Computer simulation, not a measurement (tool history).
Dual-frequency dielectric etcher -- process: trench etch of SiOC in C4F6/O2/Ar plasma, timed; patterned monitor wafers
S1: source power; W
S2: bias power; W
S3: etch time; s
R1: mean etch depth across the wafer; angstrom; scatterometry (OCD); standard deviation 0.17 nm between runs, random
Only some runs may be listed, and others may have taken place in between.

run    day   S1   S2    S3      R1
  1      0  350  217    16   349.7
  2  0.192  320  196  15.5  305.44
  3  0.458  300  194  15.5  297.02
  4  0.767  300  170  15.5  281.35
  5  0.846  300  206  15.5  303.24
  6  0.975  300  206    16  310.76
  7  1.338  230  163  15.5  233.78
  8  1.421  290  167  15.5   271.9

Run 9, settings as shown, results not yet in. Your forecast:
  9  1.667  280  167  15.5   ?

Run 9 produced R1 262.91 angstrom.
